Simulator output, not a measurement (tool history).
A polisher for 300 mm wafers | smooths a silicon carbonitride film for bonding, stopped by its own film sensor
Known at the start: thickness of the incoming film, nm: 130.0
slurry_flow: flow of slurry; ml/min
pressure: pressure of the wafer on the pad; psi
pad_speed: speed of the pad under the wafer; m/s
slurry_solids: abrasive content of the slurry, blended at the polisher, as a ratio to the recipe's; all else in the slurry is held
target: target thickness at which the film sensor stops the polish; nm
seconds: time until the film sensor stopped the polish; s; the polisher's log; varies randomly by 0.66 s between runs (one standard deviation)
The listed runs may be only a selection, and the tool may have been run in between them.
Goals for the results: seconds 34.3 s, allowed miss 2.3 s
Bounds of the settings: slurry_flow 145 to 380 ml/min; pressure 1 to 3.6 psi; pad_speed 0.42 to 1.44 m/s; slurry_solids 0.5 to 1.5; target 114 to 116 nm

Run 1, hour 0: slurry_flow 245 ml/min, pressure 2.3 psi, pad_speed 0.92 m/s, slurry_solids 1, target 114 nm. Result: seconds 69.399 s.
Run 2, hour 3.7: slurry_flow 245 ml/min, pressure 2.3 psi, pad_speed 0.92 m/s, slurry_solids 1, target 114 nm. Result: seconds 69.106 s.
Run 3, hour 6.9: slurry_flow 280 ml/min, pressure 2.3 psi, pad_speed 0.92 m/s, slurry_solids 1, target 114 nm. Result: seconds 68.394 s.
Run 4, hour 11.5: slurry_flow 280 ml/min, pressure 2.6 psi, pad_speed 0.96 m/s, slurry_solids 1, target 114 nm. Result: seconds 56.766 s.
At hour 19.5: slurry nozzle cleaned.
Run 5, hour 19.5: slurry_flow 315 ml/min, pressure 2.6 psi, pad_speed 0.96 m/s, slurry_solids 1, target 114 nm. Result: seconds 54.051 s.
Run 6, hour 26.2: slurry_flow 315 ml/min, pressure 2.8 psi, pad_speed 0.98 m/s, slurry_solids 1, target 114 nm. Result: seconds 49.348 s.
Run 7, hour 29: slurry_flow 315 ml/min, pressure 3 psi, pad_speed 1 m/s, slurry_solids 1, target 114 nm. Result: seconds 47.381 s.
Run 8, hour 35.7: slurry_flow 320 ml/min, pressure 3.1 psi, pad_speed 1.02 m/s, slurry_solids 1, target 114 nm. Result: seconds 44.849 s.
Run 9, hour 44.7: slurry_flow 325 ml/min, pressure 3.2 psi, pad_speed 1.04 m/s, slurry_solids 1, target 114 nm. Result: seconds 42.461 s.
Run 10, hour 52.2: slurry_flow 325 ml/min, pressure 3.2 psi, pad_speed 1.04 m/s, slurry_solids 1, target 114 nm. Result: seconds 42.48 s.
Run 11, hour 52.8: slurry_flow 330 ml/min, pressure 3.3 psi, pad_speed 1.06 m/s, slurry_solids 1, target 114 nm. Result: seconds 38.747 s.
Run 12, hour 54.6: slurry_flow 330 ml/min, pressure 3.3 psi, pad_speed 1.06 m/s, slurry_solids 1, target 114 nm. Result: seconds 40.489 s.

Pick the move, out of 5, that brings all results within their allowed miss; only one does.
Run A, hour 56.4: slurry_flow 300 ml/min, pressure 2.8 psi, pad_speed 1.04 m/s, slurry_solids 0.95, target 114 nm. Result: seconds ?.
Run B, hour 56.4: slurry_flow 340 ml/min, pressure 3.5 psi, pad_speed 1.04 m/s, slurry_solids 1.1, target 115 nm. Result: seconds ?.
Run C, hour 56.4: slurry_flow 335 ml/min, pressure 3 psi, pad_speed 1.02 m/s, slurry_solids 1, target 114 nm. Result: seconds ?.
Run D, hour 56.4: slurry_flow 355 ml/min, pressure 3.4 psi, pad_speed 0.9 m/s, slurry_solids 1.1, target 114 nm. Result: seconds ?.
Run E, hour 56.4: slurry_flow 325 ml/min, pressure 3.4 psi, pad_speed 1.2 m/s, slurry_solids 1.05, target 116 nm. Result: seconds ?.

move  seconds
   A   50.778
   B   35.174
   C   46.408
   D   42.525
   E   31.342
A: the biggest miss grows against the last run
B: hits every target within its allowed miss
C: the biggest miss grows against the last run
D: the biggest miss grows against the last run
E: moves the result that the last run missed by most past its target, out the other side
B meets every target.

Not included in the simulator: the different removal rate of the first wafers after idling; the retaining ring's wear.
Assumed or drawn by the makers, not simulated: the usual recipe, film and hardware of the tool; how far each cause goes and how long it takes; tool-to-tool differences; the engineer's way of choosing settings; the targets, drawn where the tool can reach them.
